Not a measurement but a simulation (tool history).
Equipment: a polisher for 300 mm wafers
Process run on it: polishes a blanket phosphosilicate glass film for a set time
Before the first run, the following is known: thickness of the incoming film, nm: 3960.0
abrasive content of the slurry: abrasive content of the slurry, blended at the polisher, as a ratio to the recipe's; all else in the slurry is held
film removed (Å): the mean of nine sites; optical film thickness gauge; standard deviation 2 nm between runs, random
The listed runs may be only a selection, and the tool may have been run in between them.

run,hour,flow of slurry (ml/min),pressure of the wafer on the pad (kPa),speed of the pad under the wafer (m/s),abrasive content of the slurry,polishing time (s),film removed (Å)
1,0.0,245,15.9,1.06,1.0,66,4325.8
2,5.3,185,15.9,1.06,1.0,66,4105.1
3,8.6,185,15.9,1.06,0.9,66,3866.2
4,17.4,185,15.2,1.02,0.9,66,3503.4
5,23.1,185,14.5,1.00,0.9,66,3410.1
6,25.8,185,13.8,0.96,0.9,66,3139.1
7,32.5,185,13.1,0.94,0.9,66,2955.4
8,37.0,185,13.1,0.94,0.9,66,2872.4
9,43.7,185,12.4,0.92,0.9,66,2730.2
10,46.5,185,11.7,0.90,0.9,66,2579.1
11,50.1,185,11.0,0.88,0.9,66,2381.9
12,53.2,185,10.3,0.88,0.9,66,2225.1
13,56.2,185,9.7,0.88,0.9,66,2049.7

What does the tool deliver on the next run?
14,60.3,185,8.3,0.88,0.9,66,?

film removed (Å): 1794.1

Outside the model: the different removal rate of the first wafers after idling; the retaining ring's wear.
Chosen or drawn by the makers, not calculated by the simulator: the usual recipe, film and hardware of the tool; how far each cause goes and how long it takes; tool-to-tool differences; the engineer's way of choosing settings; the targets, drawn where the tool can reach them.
